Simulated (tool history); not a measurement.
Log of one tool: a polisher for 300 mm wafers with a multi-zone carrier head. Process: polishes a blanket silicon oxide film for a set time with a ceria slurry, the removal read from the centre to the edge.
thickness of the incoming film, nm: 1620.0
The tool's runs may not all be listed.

run	day	flow of slurry (ml/min)	pressure of the head's centre zone	pressure of the head's middle zone	pressure of the head's edge zone	polishing time (s)	film removed at the wafer's centre (Å)	film removed at mid-radius (Å)	film removed at the wafer's edge (Å)
1	0.000	305	1.00	1.00	1.00	53	3982.1	3911.6	4073.2
2	0.317	310	1.03	1.02	1.01	55	4338.4	3999.2	4220.9
3	0.542	310	1.03	0.95	1.01	55	4282.2	3931.9	4206.0
4	0.796	315	1.04	0.98	0.99	58	4749.3	4323.0	4431.9
5	1.125	315	1.04	0.98	0.92	58	4682.3	4304.5	4231.7
6	1.200	365	1.04	0.98	0.92	58	4618.3	4270.1	4317.6
7	1.475	365	1.05	1.00	0.93	60	4908.7	4495.0	4483.0
8	1.567	365	1.06	1.01	0.94	61	5044.9	4677.1	4584.7
9	1.642	370	1.07	1.02	0.96	62	5220.6	4830.0	4772.3
10	1.779	370	1.08	1.03	0.97	62	5199.2	4798.8	4751.5

The next listed run, before its measurement:
11	1.946	370	1.09	1.03	0.98	63	?	?	?

film removed at the wafer's centre (Å): 5416.1
film removed at mid-radius (Å): 5004.2
film removed at the wafer's edge (Å): 4924.0

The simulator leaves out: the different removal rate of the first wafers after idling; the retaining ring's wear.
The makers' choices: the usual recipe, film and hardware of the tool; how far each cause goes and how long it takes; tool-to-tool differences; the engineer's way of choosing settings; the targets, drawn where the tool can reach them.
